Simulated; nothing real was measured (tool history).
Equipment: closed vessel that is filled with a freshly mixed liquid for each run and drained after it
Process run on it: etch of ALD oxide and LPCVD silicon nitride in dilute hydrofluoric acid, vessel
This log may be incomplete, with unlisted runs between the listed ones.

run,day,temperature setpoint of the liquid (°C),parts of water to one part of 49 % hydrofluoric acid (parts by volume),time in the liquid (s),thickness taken off the ALD oxide on a monitor wafer (Å),thickness taken off the LPCVD silicon nitride on a monitor wafer (Å)
1,0,26,190,175,83.352,4.4643
2,0.112,26,190,140,66.486,3.4831
3,0.404,27,155,140,87.608,4.57
4,0.771,27,185,140,70.504,3.9977
5,1.042,27,185,90,45.367,2.5968
6,1.246,27.5,150,105,69.403,3.8171
7,1.571,28,125,115,97.014,4.8495
# day 1.633: thermometer replaced
8,1.633,29,105,115,135.03,7.7389
9,1.729,29.5,95,115,153.04,9.3814
10,2.096,29.5,85,115,174.19,9.3663
11,2.404,29.5,80,115,186.32,9.5454
12,2.521,29.5,75,115,197.33,10.275
13,2.612,29.5,70,115,215.92,11.633

Expected results for the next run?
14,2.679,29,70,115,?,?

Run 14 gave thickness taken off the ALD oxide on a monitor wafer (Å) 206.86, thickness taken off the LPCVD silicon nitride on a monitor wafer (Å) 10.774.
